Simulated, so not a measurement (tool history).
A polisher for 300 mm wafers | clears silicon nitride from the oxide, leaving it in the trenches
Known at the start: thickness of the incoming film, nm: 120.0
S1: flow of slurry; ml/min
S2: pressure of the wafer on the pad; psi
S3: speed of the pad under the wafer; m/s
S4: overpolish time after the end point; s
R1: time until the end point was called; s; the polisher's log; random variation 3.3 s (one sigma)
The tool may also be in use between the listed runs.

| run | day | S1 | S2 | S3 | S4 | R1 |
|---|---|---|---|---|---|---|
| 1 | 0 | 310 | 3.5 | 0.92 | 9 | 120.49 |
| 2 | 0.033 | 310 | 3.5 | 0.92 | 9 | 123.62 |
| 3 | 0.262 | 310 | 3.5 | 0.92 | 7 | 124.15 |
| 4 | 0.329 | 300 | 3 | 0.78 | 7 | 163.19 |
| 5 | 0.521 | 300 | 3 | 0.78 | 9 | 167.03 |
| 6 | 0.608 | 235 | 3 | 0.78 | 9 | 168.48 |
| 7 | 0.754 | 225 | 2.6 | 0.68 | 9 | 216.36 |
| 8 | 1.079 | 215 | 1.6 | 0.44 | 9 | 504.77 |

Forecast run 9:
| 9 | 1.146 | 270 | 2.4 | 0.44 | 9 | ? |

{"run 9": {"R1": 339.86}}
